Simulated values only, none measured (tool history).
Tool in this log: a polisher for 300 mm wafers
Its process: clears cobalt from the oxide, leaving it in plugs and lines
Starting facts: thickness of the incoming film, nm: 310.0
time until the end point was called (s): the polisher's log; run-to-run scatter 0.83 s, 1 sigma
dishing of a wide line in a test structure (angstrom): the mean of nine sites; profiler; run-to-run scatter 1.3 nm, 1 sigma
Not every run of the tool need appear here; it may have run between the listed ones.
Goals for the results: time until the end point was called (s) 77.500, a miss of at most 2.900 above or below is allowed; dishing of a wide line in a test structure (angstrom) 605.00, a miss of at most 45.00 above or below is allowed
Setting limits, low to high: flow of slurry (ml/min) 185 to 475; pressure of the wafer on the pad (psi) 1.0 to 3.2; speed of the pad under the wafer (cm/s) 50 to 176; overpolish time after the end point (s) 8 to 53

| run | hour | flow of slurry (ml/min) | pressure of the wafer on the pad (psi) | speed of the pad under the wafer (cm/s) | overpolish time after the end point (s) | time until the end point was called (s) | dishing of a wide line in a test structure (angstrom) |
|---|---|---|---|---|---|---|---|
| 1 | 0.0 | 305 | 2.1 | 112 | 27 | 62.605 | 582.64 |
| 2 | 1.2 | 305 | 2.1 | 112 | 33 | 62.907 | 635.78 |
| 3 | 2.2 | 305 | 2.0 | 112 | 33 | 65.252 | 631.38 |
| 4 | 10.7 | 305 | 1.9 | 112 | 33 | 70.293 | 603.11 |
| 5 | 19.4 | 305 | 2.2 | 112 | 33 | 59.822 | 660.53 |
| 6 | 26.5 | 305 | 2.2 | 112 | 26 | 60.403 | 571.11 |
| 7 | 34.3 | 305 | 2.1 | 112 | 28 | 62.762 | 618.61 |
| 8 | 42.9 | 305 | 2.0 | 112 | 29 | 65.750 | 600.12 |

4 next moves are on the table. One of them brings every result within its allowed miss. Which?
| A | 51.5 | 450 | 1.4 | 114 | 38 | ? | ? |
| B | 51.5 | 265 | 2.0 | 96 | 34 | ? | ? |
| C | 51.5 | 335 | 1.7 | 122 | 51 | ? | ? |
| D | 51.5 | 300 | 2.1 | 90 | 24 | ? | ? |

| move | time until the end point was called (s) | dishing of a wide line in a test structure (angstrom) |
|---|---|---|
| A | 86.137 | 593.12 |
| B | 76.552 | 593.65 |
| C | 69.017 | 684.23 |
| D | 76.926 | 505.58 |
A: the result that was furthest off in the last run now lies on the other side of its target
B: every result lands within tolerance
C: gains on the last run, yet a result remains outside its allowed miss
D: brings the last run's worst result on target, with another outside its allowed miss
So the answer is move B, the one that meets all the targets.

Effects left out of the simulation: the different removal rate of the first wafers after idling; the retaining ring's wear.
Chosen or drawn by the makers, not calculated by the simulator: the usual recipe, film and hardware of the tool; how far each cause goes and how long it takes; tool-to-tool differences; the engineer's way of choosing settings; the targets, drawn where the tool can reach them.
